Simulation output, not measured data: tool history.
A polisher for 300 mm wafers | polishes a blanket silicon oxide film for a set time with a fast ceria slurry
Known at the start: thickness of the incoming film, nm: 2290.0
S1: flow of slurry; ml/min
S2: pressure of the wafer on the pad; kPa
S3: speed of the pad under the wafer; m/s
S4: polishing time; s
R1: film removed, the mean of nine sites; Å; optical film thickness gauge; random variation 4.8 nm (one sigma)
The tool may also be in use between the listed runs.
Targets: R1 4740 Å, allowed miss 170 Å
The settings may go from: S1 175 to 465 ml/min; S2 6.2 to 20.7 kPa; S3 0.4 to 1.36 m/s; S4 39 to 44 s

Run 1, hour 0: S1 295 ml/min, S2 13.1 kPa, S3 0.88 m/s, S4 44 s. Result: R1 3717.7 Å.
Run 2, hour 1.3: S1 295 ml/min, S2 13.1 kPa, S3 0.88 m/s, S4 39 s. Result: R1 3314 Å.
Run 3, hour 10.3: S1 295 ml/min, S2 13.1 kPa, S3 0.88 m/s, S4 39 s. Result: R1 3320.1 Å.
Run 4, hour 12.7: S1 295 ml/min, S2 14.5 kPa, S3 0.88 m/s, S4 39 s. Result: R1 3558 Å.
Run 5, hour 13.6: S1 295 ml/min, S2 15.9 kPa, S3 0.88 m/s, S4 39 s. Result: R1 3879.1 Å.
Run 6, hour 21.4: S1 295 ml/min, S2 17.2 kPa, S3 0.88 m/s, S4 39 s. Result: R1 4112.9 Å.
Run 7, hour 23.5: S1 295 ml/min, S2 17.9 kPa, S3 0.88 m/s, S4 39 s. Result: R1 4166.6 Å.
Run 8, hour 27.4: S1 295 ml/min, S2 18.6 kPa, S3 0.88 m/s, S4 39 s. Result: R1 4370.9 Å.

Which of these 4 next moves meets every target?
Run A, hour 31.3: S1 260 ml/min, S2 18.6 kPa, S3 0.86 m/s, S4 41 s. Result: R1 ?.
Run B, hour 31.3: S1 270 ml/min, S2 20.7 kPa, S3 0.78 m/s, S4 44 s. Result: R1 ?.
Run C, hour 31.3: S1 440 ml/min, S2 20.7 kPa, S3 0.68 m/s, S4 44 s. Result: R1 ?.
Run D, hour 31.3: S1 265 ml/min, S2 17.9 kPa, S3 0.8 m/s, S4 44 s. Result: R1 ?.

move      R1
   A  4330.8
   B  4635.7
   C  4329.3
   D  4218.7
A: further off than the last run
B: meets every target
C: further off than the last run
D: further off than the last run
The right move is B.

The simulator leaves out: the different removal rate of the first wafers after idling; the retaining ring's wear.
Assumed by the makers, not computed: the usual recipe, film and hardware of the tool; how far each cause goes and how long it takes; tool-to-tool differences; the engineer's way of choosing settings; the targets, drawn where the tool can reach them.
